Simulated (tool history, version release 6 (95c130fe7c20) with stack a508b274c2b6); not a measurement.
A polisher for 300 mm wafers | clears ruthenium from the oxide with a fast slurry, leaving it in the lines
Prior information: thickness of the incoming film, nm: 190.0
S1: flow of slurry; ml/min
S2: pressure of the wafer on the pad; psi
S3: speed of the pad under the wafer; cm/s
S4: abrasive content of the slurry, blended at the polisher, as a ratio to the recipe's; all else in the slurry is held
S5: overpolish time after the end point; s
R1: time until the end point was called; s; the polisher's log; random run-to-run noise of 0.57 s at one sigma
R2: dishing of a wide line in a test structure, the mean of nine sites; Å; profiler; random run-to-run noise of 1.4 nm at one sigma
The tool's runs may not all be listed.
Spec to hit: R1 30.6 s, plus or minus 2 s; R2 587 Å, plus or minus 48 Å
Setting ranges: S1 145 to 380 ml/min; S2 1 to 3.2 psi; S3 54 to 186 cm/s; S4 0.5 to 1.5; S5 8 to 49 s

Run 1, hour 0: S1 245 ml/min, S2 2.1 psi, S3 118 cm/s, S4 1, S5 25 s. Result: R1 44.051 s, R2 644.56 Å.
Run 2, hour 4.8: S1 220 ml/min, S2 2.1 psi, S3 118 cm/s, S4 1, S5 25 s. Result: R1 44.81 s, R2 638.63 Å.
Run 3, hour 11.3: S1 220 ml/min, S2 1.7 psi, S3 118 cm/s, S4 1, S5 25 s. Result: R1 56.07 s, R2 552.64 Å.
Run 4, hour 19.4: S1 220 ml/min, S2 1.7 psi, S3 118 cm/s, S4 1.15, S5 25 s. Result: R1 52.607 s, R2 591.95 Å.
Run 5, hour 24.9: S1 220 ml/min, S2 2 psi, S3 120 cm/s, S4 1.15, S5 21 s. Result: R1 44.22 s, R2 593.51 Å.
Run 6, hour 25.7: S1 220 ml/min, S2 2.3 psi, S3 120 cm/s, S4 1.15, S5 21 s. Result: R1 38.783 s, R2 643.01 Å.
Run 7, hour 28.1: S1 220 ml/min, S2 2.5 psi, S3 120 cm/s, S4 1.15, S5 18 s. Result: R1 36.525 s, R2 603.6 Å.
Run 8, hour 31.6: S1 220 ml/min, S2 2.6 psi, S3 120 cm/s, S4 1.15, S5 16 s. Result: R1 33.262 s, R2 585.53 Å.

Which of these 5 next moves meets every target?
Run A, hour 35.1: S1 200 ml/min, S2 2.6 psi, S3 116 cm/s, S4 1.2, S5 18 s. Result: R1 ?, R2 ?.
Run B, hour 35.1: S1 255 ml/min, S2 2.7 psi, S3 106 cm/s, S4 1.3, S5 20 s. Result: R1 ?, R2 ?.
Run C, hour 35.1: S1 210 ml/min, S2 2.6 psi, S3 116 cm/s, S4 1.15, S5 17 s. Result: R1 ?, R2 ?.
Run D, hour 35.1: S1 225 ml/min, S2 2.5 psi, S3 144 cm/s, S4 1.05, S5 15 s. Result: R1 ?, R2 ?.
Run E, hour 35.1: S1 265 ml/min, S2 2.8 psi, S3 114 cm/s, S4 0.95, S5 15 s. Result: R1 ?, R2 ?.

move      R1      R2
   A   34.17  640.01
   B  33.966  691.08
   C  34.506  610.18
   D  29.834  619.16
   E  34.271  559.31
A: moves away from the targets compared with the last run
B: moves away from the targets compared with the last run
C: moves away from the targets compared with the last run
D: every result lands within tolerance
E: moves away from the targets compared with the last run
D meets every target.
